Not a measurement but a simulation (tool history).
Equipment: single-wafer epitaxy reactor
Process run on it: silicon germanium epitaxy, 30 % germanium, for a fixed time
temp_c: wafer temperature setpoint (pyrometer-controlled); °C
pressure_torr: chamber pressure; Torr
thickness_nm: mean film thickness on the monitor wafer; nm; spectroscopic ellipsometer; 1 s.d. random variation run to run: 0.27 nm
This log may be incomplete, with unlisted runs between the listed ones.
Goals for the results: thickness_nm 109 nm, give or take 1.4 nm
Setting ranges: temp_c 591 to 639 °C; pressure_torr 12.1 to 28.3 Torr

{"run": 1, "hour": 0.0, "temp_c": 615, "pressure_torr": 20.2, "thickness_nm": 74.725}
{"run": 2, "hour": 7.1, "temp_c": 621, "pressure_torr": 20.3, "thickness_nm": 83.805}
{"run": 3, "hour": 9.3, "temp_c": 621, "pressure_torr": 16.9, "thickness_nm": 77.773}
{"run": 4, "hour": 10.9, "temp_c": 612, "pressure_torr": 16.9, "thickness_nm": 65.983}
{"run": 5, "hour": 15.8, "temp_c": 619, "pressure_torr": 17.1, "thickness_nm": 75.362}
{"run": 6, "hour": 23.4, "temp_c": 619, "pressure_torr": 14.2, "thickness_nm": 69.934}
{"run": 7, "hour": 30.3, "temp_c": 624, "pressure_torr": 15.1, "thickness_nm": 78.657}
{"run": 8, "hour": 32.2, "temp_c": 636, "pressure_torr": 17.4, "thickness_nm": 102.57}
{"run": 9, "hour": 39.5, "temp_c": 637, "pressure_torr": 17.5, "thickness_nm": 104.71}
{"run": 10, "hour": 45.8, "temp_c": 638, "pressure_torr": 17.6, "thickness_nm": 106.44}
{"run": 11, "hour": 49.6, "temp_c": 638, "pressure_torr": 17.7, "thickness_nm": 107.05}

Which one of the following 4 next-run settings gets every result inside its allowed miss? There is exactly one.
{"run": "A", "hour": 53.4, "temp_c": 634, "pressure_torr": 20.4, "thickness_nm": "?"}
{"run": "B", "hour": 53.4, "temp_c": 636, "pressure_torr": 21.8, "thickness_nm": "?"}
{"run": "C", "hour": 53.4, "temp_c": 639, "pressure_torr": 17.8, "thickness_nm": "?"}
{"run": "D", "hour": 53.4, "temp_c": 638, "pressure_torr": 17.1, "thickness_nm": "?"}

move=A thickness_nm=106.14
move=B thickness_nm=112.87
move=C thickness_nm=109.57
move=D thickness_nm=105.97
A: its largest miss is bigger than the last run's
B: moves the result that the last run missed by most past its target, out the other side
C: every result lands within tolerance
D: its largest miss is bigger than the last run's
Go with C: it meets all targets.
